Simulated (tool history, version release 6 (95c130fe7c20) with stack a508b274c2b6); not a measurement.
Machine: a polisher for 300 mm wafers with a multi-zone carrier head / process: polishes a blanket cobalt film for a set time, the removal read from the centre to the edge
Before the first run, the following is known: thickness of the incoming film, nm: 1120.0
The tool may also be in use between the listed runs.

run	hour	flow of slurry (ml/min)	pressure of the head's centre zone	pressure of the head's middle zone	pressure of the head's edge zone	polishing time (s)	film removed at the wafer's centre (nm)	film removed at mid-radius (nm)	film removed at the wafer's edge (nm)
1	0.0	160	1.00	1.00	1.00	66	200.85	199.74	196.65
2	0.7	165	0.99	0.97	1.05	70	216.68	214.40	210.59
3	3.4	165	0.99	1.03	1.05	70	213.92	222.24	208.41
4	10.4	165	0.99	1.03	1.08	70	210.74	220.57	214.85
5	12.5	165	0.95	1.03	1.08	70	199.01	218.75	217.17
6	20.2	165	0.95	1.03	1.12	70	201.44	226.37	222.23
7	21.3	155	0.95	0.97	1.14	73	206.54	216.22	232.41
8	23.7	160	0.95	0.94	1.15	75	213.52	221.51	240.61
9	29.8	160	0.96	0.91	1.16	77	222.31	218.06	245.58
10	33.3	160	0.96	0.90	1.17	79	228.46	219.87	249.41

Predict the results of run 11:
11	41.3	160	0.96	0.89	1.18	81	?	?	?

film removed at the wafer's centre (nm): 231.29
film removed at mid-radius (nm): 223.88
film removed at the wafer's edge (nm): 259.62
